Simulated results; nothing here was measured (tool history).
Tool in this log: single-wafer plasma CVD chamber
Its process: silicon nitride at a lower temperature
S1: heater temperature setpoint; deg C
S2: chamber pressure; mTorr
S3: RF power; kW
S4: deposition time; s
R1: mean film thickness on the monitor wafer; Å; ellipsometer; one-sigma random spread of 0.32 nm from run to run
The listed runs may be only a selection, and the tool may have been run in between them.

run	hour	S1	S2	S3	S4	R1
1	0.0	360	1610	0.360	42.7	535.27
2	7.4	360	1610	0.360	44.0	551.13
3	10.9	360	1750	0.365	44.0	563.51
4	17.8	360	1820	0.380	44.0	598.00
5	23.3	360	1880	0.380	44.0	599.23
6	30.9	360	1880	0.380	44.0	597.40

Expected results for the next run?
7	36.8	360	1940	0.380	44.0	?

Run 7 produced R1 600.90 Å.

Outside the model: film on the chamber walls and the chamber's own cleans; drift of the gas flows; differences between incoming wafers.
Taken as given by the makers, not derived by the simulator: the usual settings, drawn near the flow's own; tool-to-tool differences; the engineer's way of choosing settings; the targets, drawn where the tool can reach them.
